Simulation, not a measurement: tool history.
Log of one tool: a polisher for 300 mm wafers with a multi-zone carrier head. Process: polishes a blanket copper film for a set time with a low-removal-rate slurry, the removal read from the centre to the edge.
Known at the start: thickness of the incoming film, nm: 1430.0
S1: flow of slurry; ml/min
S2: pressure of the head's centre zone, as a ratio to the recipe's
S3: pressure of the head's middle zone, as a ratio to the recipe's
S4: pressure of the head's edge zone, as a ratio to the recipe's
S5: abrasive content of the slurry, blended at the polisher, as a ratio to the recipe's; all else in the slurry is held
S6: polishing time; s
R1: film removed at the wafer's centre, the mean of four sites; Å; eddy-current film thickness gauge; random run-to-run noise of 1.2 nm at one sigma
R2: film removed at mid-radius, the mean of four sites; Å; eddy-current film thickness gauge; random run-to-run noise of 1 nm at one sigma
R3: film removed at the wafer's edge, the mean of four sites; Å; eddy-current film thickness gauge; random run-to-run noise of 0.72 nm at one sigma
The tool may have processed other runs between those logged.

run  hour   S1    S2    S3    S4    S5  S6      R1      R2      R3
  1     0  290     1     1     1     1  48  1181.3  1167.8  1180.7
  2   5.9  230     1     1     1     1  48  1140.2  1139.8  1149.7
  3   8.8  230  1.01  0.99  0.98  0.95  48    1160  1115.4  1136.7
  4  11.6  230  1.01  0.92  0.98  0.95  48  1139.1    1068  1139.7
  5  16.4  230  0.96  0.92  0.98  0.95  48  1086.6  1071.6  1147.1
  6    19  230  0.97  0.92  0.96   0.9  48  1079.4  1052.9  1120.2
  7  27.6  230  0.98  0.92  0.94  0.85  48  1091.6  1025.7  1095.8
  8  32.3  230  0.99  0.93  0.92  0.85  48    1088  1028.7  1078.4
  9  34.8  230     1  0.93   0.9  0.85  48  1116.8    1045  1064.7
 10  41.9  220  1.03  0.86  0.81   0.7  47  1053.9  940.77  962.35

What will run 11 give?
 11  47.3  225  1.04  0.86  0.81  0.7  47   ?   ?   ?

Run 11 gave R1 1075.5 Å, R2 933.86 Å, R3 963.43 Å.

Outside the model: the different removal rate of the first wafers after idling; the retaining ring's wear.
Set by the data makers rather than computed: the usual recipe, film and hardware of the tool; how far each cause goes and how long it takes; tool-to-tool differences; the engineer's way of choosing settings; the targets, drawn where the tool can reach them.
